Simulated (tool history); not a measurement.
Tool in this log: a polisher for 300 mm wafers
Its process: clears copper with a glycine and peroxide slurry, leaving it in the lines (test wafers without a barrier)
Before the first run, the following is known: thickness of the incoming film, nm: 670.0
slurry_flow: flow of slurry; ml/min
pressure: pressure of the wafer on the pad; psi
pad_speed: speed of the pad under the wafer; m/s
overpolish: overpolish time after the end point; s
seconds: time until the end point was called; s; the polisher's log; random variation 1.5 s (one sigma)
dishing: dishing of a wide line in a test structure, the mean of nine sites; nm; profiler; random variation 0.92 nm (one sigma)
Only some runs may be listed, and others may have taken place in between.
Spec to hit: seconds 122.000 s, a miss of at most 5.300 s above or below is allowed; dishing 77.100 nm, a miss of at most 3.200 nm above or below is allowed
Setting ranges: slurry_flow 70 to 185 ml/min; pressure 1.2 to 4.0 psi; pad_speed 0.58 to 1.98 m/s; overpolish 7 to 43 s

run 1 day=0.000 | slurry_flow=120 pressure=2.6 pad_speed=1.28 overpolish=22 | seconds=93.043 dishing=91.788
run 2 day=0.304 | slurry_flow=115 pressure=2.4 pad_speed=1.28 overpolish=22 | seconds=98.929 dishing=87.689
run 3 day=0.408 | slurry_flow=110 pressure=2.2 pad_speed=1.28 overpolish=22 | seconds=105.320 dishing=82.018
run 4 day=0.608 | slurry_flow=110 pressure=2.2 pad_speed=1.46 overpolish=22 | seconds=99.908 dishing=87.233
run 5 day=0.642 | slurry_flow=110 pressure=2.2 pad_speed=1.46 overpolish=28 | seconds=99.239 dishing=98.382
run 6 day=0.754 | slurry_flow=110 pressure=2.2 pad_speed=1.46 overpolish=24 | seconds=97.823 dishing=92.824
run 7 day=1.079 | slurry_flow=105 pressure=2.0 pad_speed=1.46 overpolish=24 | seconds=108.820 dishing=85.400
run 8 day=1.117 | slurry_flow=100 pressure=1.9 pad_speed=1.46 overpolish=24 | seconds=114.550 dishing=81.393
run 9 day=1.242 | slurry_flow=95 pressure=1.9 pad_speed=1.46 overpolish=24 | seconds=114.450 dishing=82.820

Of the 5 settings listed for the next run, only one would bring every result within its allowed miss of target. Which one?
run A day=1.367 | slurry_flow=95 pressure=2.0 pad_speed=1.50 overpolish=25 | seconds=? dishing=?
run B day=1.367 | slurry_flow=95 pressure=1.9 pad_speed=1.66 overpolish=27 | seconds=? dishing=?
run C day=1.367 | slurry_flow=70 pressure=2.4 pad_speed=1.24 overpolish=26 | seconds=? dishing=?
run D day=1.367 | slurry_flow=85 pressure=2.5 pad_speed=1.18 overpolish=18 | seconds=? dishing=?
run E day=1.367 | slurry_flow=85 pressure=1.9 pad_speed=1.38 overpolish=23 | seconds=? dishing=?

move=A seconds=110.540 dishing=87.195
move=B seconds=109.040 dishing=91.416
move=C seconds=110.330 dishing=91.405
move=D seconds=106.070 dishing=73.247
move=E seconds=122.310 dishing=77.107
A: the biggest miss grows against the last run
B: the biggest miss grows against the last run
C: the biggest miss grows against the last run
D: takes the biggest miss from the last run beyond its target
E: all results in spec
Go with E: it meets all targets.
